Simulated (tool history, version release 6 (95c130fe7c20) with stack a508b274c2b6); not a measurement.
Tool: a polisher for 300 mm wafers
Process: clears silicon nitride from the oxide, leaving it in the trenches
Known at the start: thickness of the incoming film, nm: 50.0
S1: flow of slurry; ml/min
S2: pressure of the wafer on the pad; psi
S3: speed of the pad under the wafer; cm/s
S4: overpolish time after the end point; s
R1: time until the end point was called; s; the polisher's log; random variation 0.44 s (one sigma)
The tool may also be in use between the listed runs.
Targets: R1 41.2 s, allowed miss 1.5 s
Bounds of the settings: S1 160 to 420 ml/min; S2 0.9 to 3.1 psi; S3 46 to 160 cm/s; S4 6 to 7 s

run	hour	S1	S2	S3	S4	R1
1	0	270	2	102	7	62.783
2	5.6	340	2	102	7	61.075
3	9.7	340	2.2	102	7	56.639
4	16.3	340	2.2	102	7	56.312
5	20	340	2.4	102	7	51.512
6	24.7	305	2.4	102	7	52.152
7	28.2	305	2.6	102	7	47.982
8	29.7	305	2.7	102	7	46.378
9	30.3	305	2.8	102	7	44.708
10	38.2	305	2.9	102	7	42.981

5 next moves are on the table. One of them brings every result within its allowed miss. Which?
A	46.1	195	2.6	118	6	?
B	46.1	320	2.7	114	7	?
C	46.1	295	2.9	100	6	?
D	46.1	325	2.6	110	6	?
E	46.1	320	3	110	7	?

move	R1
A	43.596
B	40.918
C	43.667
D	43.896
E	38.214
A: further off than the last run
B: meets every target
C: further off than the last run
D: further off than the last run
E: takes the result that was furthest off past its target
Answer: B
